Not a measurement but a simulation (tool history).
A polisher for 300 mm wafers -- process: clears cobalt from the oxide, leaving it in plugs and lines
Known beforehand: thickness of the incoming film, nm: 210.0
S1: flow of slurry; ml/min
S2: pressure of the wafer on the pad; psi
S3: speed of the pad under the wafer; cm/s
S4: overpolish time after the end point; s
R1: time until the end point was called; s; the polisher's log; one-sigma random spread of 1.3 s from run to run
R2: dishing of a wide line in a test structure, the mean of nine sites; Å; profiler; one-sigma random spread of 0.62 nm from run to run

| run | day | S1 | S2 | S3 | S4 | R1 | R2 |
|---|---|---|---|---|---|---|---|
| 1 | 0 | 195 | 2.1 | 86 | 20 | 50.747 | 379.75 |
| 2 | 0.321 | 215 | 2.1 | 86 | 20 | 50.902 | 370.93 |
| 3 | 0.479 | 225 | 2 | 86 | 18 | 53.472 | 359.69 |
| 4 | 0.592 | 225 | 2 | 106 | 18 | 43.126 | 382.84 |
| 5 | 0.754 | 235 | 1.9 | 104 | 16 | 44.364 | 374.85 |
| 6 | 1.1 | 245 | 1.9 | 98 | 15 | 47.262 | 350.58 |
| 7 | 1.333 | 250 | 1.8 | 96 | 14 | 50.596 | 332.32 |
| 8 | 1.45 | 250 | 1.7 | 96 | 13 | 55.678 | 307.22 |

Expected results for the next run?
| 9 | 1.662 | 245 | 1.5 | 96 | 12 | ? | ? |

R1: 58.98 s
R2: 278.94 Å
